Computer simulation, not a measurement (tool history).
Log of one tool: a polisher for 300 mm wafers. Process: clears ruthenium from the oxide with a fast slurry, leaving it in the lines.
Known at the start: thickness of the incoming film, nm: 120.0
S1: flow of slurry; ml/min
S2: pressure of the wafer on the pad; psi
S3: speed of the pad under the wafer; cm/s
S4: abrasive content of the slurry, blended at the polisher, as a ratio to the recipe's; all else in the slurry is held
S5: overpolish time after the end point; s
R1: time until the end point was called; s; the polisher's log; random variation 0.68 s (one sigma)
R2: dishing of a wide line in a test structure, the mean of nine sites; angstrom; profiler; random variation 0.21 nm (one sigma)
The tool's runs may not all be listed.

run	hour	S1	S2	S3	S4	S5	R1	R2
1	0	140	3	98	1	12	31.797	360.5
2	0.9	125	3	98	1	12	32.293	357.08
3	3.7	130	2.8	96	1	11	34.265	304.85
4	6.1	130	2.8	96	1	15	33.884	408.62
5	11.7	130	2.8	96	1	12	34.108	337.13
6	13.8	130	2.6	92	1	11	38.493	274.73
7	14.6	130	2.4	92	1	10	41.491	236.1
8	15.5	130	2.3	92	1	10	42.996	225.55
9	16.1	130	2.2	92	1	10	45.64	219.47
10	22.1	130	2.1	92	1	9	46.585	185.24

Run 11 comes next. What will it give?
11	23	120	1.6	92	1	8	?	?

{"run 11": {"R1": 62.553, "R2": 130}}
